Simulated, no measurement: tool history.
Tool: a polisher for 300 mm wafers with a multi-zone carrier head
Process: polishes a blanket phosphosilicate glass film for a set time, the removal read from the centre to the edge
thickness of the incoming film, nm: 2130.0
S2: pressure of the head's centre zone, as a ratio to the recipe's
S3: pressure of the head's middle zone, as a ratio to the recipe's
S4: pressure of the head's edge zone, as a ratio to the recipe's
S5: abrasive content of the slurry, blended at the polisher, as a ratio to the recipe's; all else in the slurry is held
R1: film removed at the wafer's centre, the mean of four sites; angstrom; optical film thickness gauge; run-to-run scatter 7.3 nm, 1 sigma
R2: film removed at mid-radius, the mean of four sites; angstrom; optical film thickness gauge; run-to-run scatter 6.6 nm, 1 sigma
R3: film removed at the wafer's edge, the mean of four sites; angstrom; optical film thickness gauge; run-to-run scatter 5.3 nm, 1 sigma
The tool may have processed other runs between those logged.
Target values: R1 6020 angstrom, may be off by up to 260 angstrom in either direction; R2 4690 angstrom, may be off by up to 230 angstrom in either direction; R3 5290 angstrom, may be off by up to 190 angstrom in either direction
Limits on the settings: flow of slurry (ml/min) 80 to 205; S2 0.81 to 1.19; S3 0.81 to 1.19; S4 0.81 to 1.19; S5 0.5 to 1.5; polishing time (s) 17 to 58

run 1 hour=0 | flow_of_slurry_(ml/min)=135 S2=1 S3=1 S4=1 S5=1 polishing_time_(s)=37 | R1=3619.2 R2=3703.6 R3=3661.8
run 2 hour=8.5 | flow_of_slurry_(ml/min)=145 S2=1.04 S3=0.98 S4=1.03 S5=1.1 polishing_time_(s)=37 | R1=4068.2 R2=3890.5 R3=3883.9
run 3 hour=16.8 | flow_of_slurry_(ml/min)=145 S2=1.04 S3=0.98 S4=1.03 S5=1.1 polishing_time_(s)=33 | R1=3585 R2=3357.2 R3=3431.8
run 4 hour=20.3 | flow_of_slurry_(ml/min)=150 S2=1.06 S3=0.96 S4=1.06 S5=1.2 polishing_time_(s)=35 | R1=4092.3 R2=3696.8 R3=3942.6
run 5 hour=22.6 | flow_of_slurry_(ml/min)=135 S2=1.06 S3=0.96 S4=1.06 S5=1.2 polishing_time_(s)=35 | R1=4078.3 R2=3598.2 R3=3771.2
run 6 hour=31.3 | flow_of_slurry_(ml/min)=145 S2=1.08 S3=0.96 S4=1.08 S5=1.25 polishing_time_(s)=36 | R1=4294.1 R2=3792.5 R3=4073.5
run 7 hour=32.4 | flow_of_slurry_(ml/min)=150 S2=1.1 S3=0.95 S4=1.08 S5=1.3 polishing_time_(s)=37 | R1=4637.9 R2=4090.2 R3=4284.8
run 8 hour=37.2 | flow_of_slurry_(ml/min)=150 S2=1.1 S3=0.95 S4=1.08 S5=1.3 polishing_time_(s)=37 | R1=4593.5 R2=4039.9 R3=4239.7
run 9 hour=45 | flow_of_slurry_(ml/min)=155 S2=1.12 S3=0.93 S4=1.1 S5=1.35 polishing_time_(s)=38 | R1=4928.2 R2=4109.2 R3=4448.1
run 10 hour=47.8 | flow_of_slurry_(ml/min)=160 S2=1.13 S3=0.93 S4=1.12 S5=1.4 polishing_time_(s)=39 | R1=5136.7 R2=4245.5 R3=4771.7
run 11 hour=52.6 | flow_of_slurry_(ml/min)=160 S2=1.13 S3=0.93 S4=1.12 S5=1.4 polishing_time_(s)=39 | R1=5250.5 R2=4452.7 R3=4706.2
run 12 hour=53.2 | flow_of_slurry_(ml/min)=160 S2=1.14 S3=0.91 S4=1.13 S5=1.4 polishing_time_(s)=40 | R1=5284.7 R2=4254 R3=4869.2

Below are 5 possible settings for the next run. Only one of them brings all results inside the allowed miss of their targets. Which is it?
run A hour=53.8 | flow_of_slurry_(ml/min)=170 S2=0.99 S3=0.87 S4=1.19 S5=1.45 polishing_time_(s)=41 | R1=? R2=? R3=?
run B hour=53.8 | flow_of_slurry_(ml/min)=205 S2=0.96 S3=1.14 S4=1.14 S5=1.5 polishing_time_(s)=35 | R1=? R2=? R3=?
run C hour=53.8 | flow_of_slurry_(ml/min)=150 S2=1.03 S3=1 S4=1.16 S5=1.4 polishing_time_(s)=43 | R1=? R2=? R3=?
run D hour=53.8 | flow_of_slurry_(ml/min)=150 S2=1.01 S3=1.04 S4=1.14 S5=1.15 polishing_time_(s)=43 | R1=? R2=? R3=?
run E hour=53.8 | flow_of_slurry_(ml/min)=180 S2=1.17 S3=0.91 S4=1.15 S5=1.35 polishing_time_(s)=43 | R1=? R2=? R3=?

move=A R1=4966 R2=4406 R3=5317.4
move=B R1=4288.8 R2=4906 R3=4560.8
move=C R1=5244.1 R2=5028.8 R3=5350.9
move=D R1=4761.2 R2=4813.4 R3=4906.8
move=E R1=6058.4 R2=4704.7 R3=5363.8
A: its largest miss is bigger than the last run's
B: its largest miss is bigger than the last run's
C: its largest miss is bigger than the last run's
D: its largest miss is bigger than the last run's
E: every result lands within tolerance
E meets every target.
